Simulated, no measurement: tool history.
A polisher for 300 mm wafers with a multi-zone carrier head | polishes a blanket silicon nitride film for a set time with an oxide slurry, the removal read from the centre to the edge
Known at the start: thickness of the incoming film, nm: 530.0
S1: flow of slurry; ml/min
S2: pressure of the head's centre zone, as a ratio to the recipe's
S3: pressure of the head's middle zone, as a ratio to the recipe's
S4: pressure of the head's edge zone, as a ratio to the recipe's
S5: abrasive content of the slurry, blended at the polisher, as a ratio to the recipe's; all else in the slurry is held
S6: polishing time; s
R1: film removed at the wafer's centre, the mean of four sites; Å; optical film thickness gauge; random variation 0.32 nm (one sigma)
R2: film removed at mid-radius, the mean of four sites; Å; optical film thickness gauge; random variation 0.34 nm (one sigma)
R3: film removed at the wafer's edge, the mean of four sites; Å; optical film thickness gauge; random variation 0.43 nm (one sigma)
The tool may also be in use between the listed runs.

{"run": 1, "day": 0.0, "S1": 190, "S2": 1, "S3": 1, "S4": 1, "S5": 1, "S6": 62, "R1": 415.4, "R2": 437.63, "R3": 423.48}
{"run": 2, "day": 0.35, "S1": 160, "S2": 1, "S3": 1, "S4": 1, "S5": 1, "S6": 62, "R1": 409.17, "R2": 422.93, "R3": 417.89}
{"run": 3, "day": 0.567, "S1": 160, "S2": 0.98, "S3": 0.99, "S4": 0.97, "S5": 0.95, "S6": 62, "R1": 382.11, "R2": 409.11, "R3": 400.28}
{"run": 4, "day": 0.875, "S1": 160, "S2": 0.98, "S3": 1.02, "S4": 0.97, "S5": 0.95, "S6": 62, "R1": 383.25, "R2": 415.16, "R3": 402.8}
{"run": 5, "day": 1.183, "S1": 160, "S2": 0.98, "S3": 1.01, "S4": 0.94, "S5": 0.95, "S6": 62, "R1": 378.51, "R2": 413.02, "R3": 392.29}
{"run": 6, "day": 1.454, "S1": 155, "S2": 0.97, "S3": 0.99, "S4": 0.92, "S5": 0.95, "S6": 62, "R1": 379.84, "R2": 407.14, "R3": 386.06}
{"run": 7, "day": 1.538, "S1": 150, "S2": 0.96, "S3": 0.98, "S4": 0.91, "S5": 0.95, "S6": 62, "R1": 368.23, "R2": 402.97, "R3": 390.38}
{"run": 8, "day": 1.712, "S1": 150, "S2": 0.96, "S3": 0.98, "S4": 0.91, "S5": 0.95, "S6": 62, "R1": 364.82, "R2": 401.12, "R3": 383.19}
{"run": 9, "day": 2.029, "S1": 135, "S2": 0.94, "S3": 0.93, "S4": 0.83, "S5": 0.85, "S6": 62, "R1": 324.87, "R2": 349.71, "R3": 343.37}

The next listed run, before its measurement:
{"run": 10, "day": 2.379, "S1": 140, "S2": 0.94, "S3": 0.93, "S4": 0.84, "S5": 0.85, "S6": 62, "R1": "?", "R2": "?", "R3": "?"}

Run 10 gave R1 331.31 Å, R2 351.47 Å, R3 348.11 Å.
